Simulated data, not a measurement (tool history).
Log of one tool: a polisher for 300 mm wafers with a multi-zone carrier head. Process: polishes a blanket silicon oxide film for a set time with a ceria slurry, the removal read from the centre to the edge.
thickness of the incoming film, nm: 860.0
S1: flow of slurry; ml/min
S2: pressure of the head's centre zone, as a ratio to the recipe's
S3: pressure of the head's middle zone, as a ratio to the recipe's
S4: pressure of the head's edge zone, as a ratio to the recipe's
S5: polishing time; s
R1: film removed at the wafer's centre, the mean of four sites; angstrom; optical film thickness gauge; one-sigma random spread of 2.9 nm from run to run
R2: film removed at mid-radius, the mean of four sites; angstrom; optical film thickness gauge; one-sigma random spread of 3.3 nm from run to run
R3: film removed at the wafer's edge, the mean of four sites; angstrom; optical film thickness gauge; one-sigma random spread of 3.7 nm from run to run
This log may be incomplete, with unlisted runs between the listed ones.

| run | hour | S1 | S2 | S3 | S4 | S5 | R1 | R2 | R3 |
|---|---|---|---|---|---|---|---|---|---|
| 1 | 0.0 | 315 | 1.00 | 1.00 | 1.00 | 64 | 2634.1 | 2568.6 | 2772.6 |
| 2 | 7.4 | 315 | 0.93 | 1.00 | 1.00 | 64 | 2470.6 | 2652.7 | 2722.5 |
| 3 | 10.3 | 325 | 0.98 | 1.00 | 1.01 | 67 | 2751.8 | 2696.5 | 2924.6 |
| 4 | 12.2 | 340 | 1.02 | 1.02 | 1.03 | 69 | 2895.8 | 2884.9 | 3000.3 |
| 5 | 14.4 | 340 | 1.05 | 1.00 | 1.04 | 71 | 3121.9 | 2887.4 | 3076.2 |
| 6 | 18.8 | 340 | 1.05 | 0.96 | 1.04 | 71 | 3100.5 | 2780.8 | 3125.6 |

Estimate the outcome of run 7 from the log above:
| 7 | 27.2 | 340 | 1.07 | 0.95 | 1.05 | 73 | ? | ? | ? |

Run 7 produced R1 3244.6 angstrom, R2 2889.8 angstrom, R3 3232.9 angstrom.

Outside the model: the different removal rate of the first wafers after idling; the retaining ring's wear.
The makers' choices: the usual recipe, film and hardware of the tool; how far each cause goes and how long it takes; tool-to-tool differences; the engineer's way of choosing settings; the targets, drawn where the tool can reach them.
